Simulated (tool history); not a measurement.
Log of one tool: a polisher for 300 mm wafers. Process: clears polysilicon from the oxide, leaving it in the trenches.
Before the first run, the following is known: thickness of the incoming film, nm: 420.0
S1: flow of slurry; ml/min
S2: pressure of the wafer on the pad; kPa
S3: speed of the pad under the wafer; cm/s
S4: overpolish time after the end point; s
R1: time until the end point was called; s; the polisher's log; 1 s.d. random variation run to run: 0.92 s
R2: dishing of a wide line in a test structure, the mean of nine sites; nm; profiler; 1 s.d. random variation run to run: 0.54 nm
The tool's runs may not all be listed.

run 1 hour=0 | S1=140 S2=15.2 S3=86 S4=9 | R1=38.108 R2=36.48
run 2 hour=0.9 | S1=175 S2=15.2 S3=86 S4=9 | R1=36.26 R2=36.209
run 3 hour=8.8 | S1=175 S2=14.5 S3=86 S4=9 | R1=38.702 R2=38.146
run 4 hour=9.7 | S1=175 S2=13.8 S3=86 S4=9 | R1=39.82 R2=36.374
run 5 hour=12.2 | S1=175 S2=13.8 S3=94 S4=9 | R1=36.494 R2=36.794
run 6 hour=18.4 | S1=175 S2=17.2 S3=94 S4=9 | R1=29.924 R2=38.301
run 7 hour=26.3 | S1=175 S2=15.9 S3=92 S4=9 | R1=31.909 R2=39.437
run 8 hour=31.7 | S1=175 S2=14.5 S3=92 S4=9 | R1=35.445 R2=38.801

What will run 9 give?
run 9 hour=38.1 | S1=170 S2=10.3 S3=88 S4=8 | R1=? R2=?

{"run 9": {"R1": 50.576, "R2": 31.95}}
